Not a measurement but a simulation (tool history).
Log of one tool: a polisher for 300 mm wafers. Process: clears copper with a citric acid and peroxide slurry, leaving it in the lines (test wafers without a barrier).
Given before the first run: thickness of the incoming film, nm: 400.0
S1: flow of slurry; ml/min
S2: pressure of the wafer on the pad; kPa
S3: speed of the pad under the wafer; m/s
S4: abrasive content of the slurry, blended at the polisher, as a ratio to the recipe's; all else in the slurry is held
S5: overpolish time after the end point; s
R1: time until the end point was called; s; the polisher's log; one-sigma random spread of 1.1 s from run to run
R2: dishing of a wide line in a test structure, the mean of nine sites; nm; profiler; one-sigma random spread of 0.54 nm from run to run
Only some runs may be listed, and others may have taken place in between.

run	hour	S1	S2	S3	S4	S5	R1	R2
1	0.0	235	24.1	1.00	1.00	16	185.15	22.553
2	3.0	235	28.3	1.00	1.00	18	160.58	28.145
3	7.1	235	31.0	1.00	1.00	19	145.31	30.483
4	7.9	200	31.0	1.00	1.00	19	148.31	31.036
5	16.8	255	31.0	1.00	1.00	19	140.45	31.582
6	25.1	255	31.0	1.00	0.85	19	152.45	30.713
7	26.3	260	33.1	1.02	0.85	20	136.32	34.391
8	33.8	265	34.5	1.02	0.85	21	133.30	36.687
9	37.3	265	35.2	1.04	0.85	22	127.91	38.013

Expected results for the next run?
10	39.0	270	35.9	1.06	0.85	23	?	?

{"run 10": {"R1": 122.68, "R2": 40.456}}

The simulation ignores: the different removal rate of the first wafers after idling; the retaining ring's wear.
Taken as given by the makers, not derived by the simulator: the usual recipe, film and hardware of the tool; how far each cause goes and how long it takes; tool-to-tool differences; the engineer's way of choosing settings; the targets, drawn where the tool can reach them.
